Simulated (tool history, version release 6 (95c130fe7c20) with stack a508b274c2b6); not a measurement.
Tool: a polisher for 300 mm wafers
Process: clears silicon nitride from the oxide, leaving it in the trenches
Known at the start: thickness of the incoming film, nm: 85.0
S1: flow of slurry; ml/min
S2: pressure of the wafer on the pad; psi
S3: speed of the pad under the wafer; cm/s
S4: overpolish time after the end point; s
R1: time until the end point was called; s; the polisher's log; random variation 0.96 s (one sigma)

run,day,S1,S2,S3,S4,R1
1,0.000,200,2.9,122,15,62.771
2,0.358,150,2.9,122,15,63.813
3,0.533,150,2.9,122,16,63.496
4,0.908,150,2.5,122,16,74.751
5,1.071,150,3.0,122,16,61.956
6,1.271,120,3.0,122,16,64.479
7,1.388,120,2.7,122,16,70.952
8,1.612,120,2.4,122,16,80.831
9,1.725,120,2.3,122,16,81.757

Run 10 comes next. What will it give?
10,1.800,120,2.2,122,16,?

R1: 86.940 s
